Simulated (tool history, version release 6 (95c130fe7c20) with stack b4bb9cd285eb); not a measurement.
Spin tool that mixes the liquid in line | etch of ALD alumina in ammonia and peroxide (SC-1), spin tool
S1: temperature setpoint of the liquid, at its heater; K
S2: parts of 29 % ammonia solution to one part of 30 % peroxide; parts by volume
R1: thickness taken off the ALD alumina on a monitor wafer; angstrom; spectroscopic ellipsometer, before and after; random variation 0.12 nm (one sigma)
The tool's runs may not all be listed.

Run 1, hour 0.0: S1 332.15 K, S2 0.45 parts by volume, time under the liquid (s) 285. Result: R1 223.69 angstrom.
Run 2, hour 1.4: S1 332.15 K, S2 0.35 parts by volume, time under the liquid (s) 285. Result: R1 220.09 angstrom.
Run 3, hour 2.2: S1 331.65 K, S2 0.35 parts by volume, time under the liquid (s) 285. Result: R1 214.26 angstrom.
Run 4, hour 4.8: S1 331.65 K, S2 0.35 parts by volume, time under the liquid (s) 305. Result: R1 230.19 angstrom.
Run 5, hour 10.4: S1 331.65 K, S2 0.35 parts by volume, time under the liquid (s) 285. Result: R1 213.88 angstrom.
Run 6, hour 16.6: S1 331.65 K, S2 0.35 parts by volume, time under the liquid (s) 285. Result: R1 212.12 angstrom.
Run 7, hour 20.4: S1 331.15 K, S2 0.35 parts by volume, time under the liquid (s) 285. Result: R1 207.68 angstrom.

Run 8 comes next. What will it give?
Run 8, hour 23.5: S1 330.65 K, S2 0.35 parts by volume, time under the liquid (s) 285. Result: R1 ?.

{"run 8": {"R1": 203.8}}
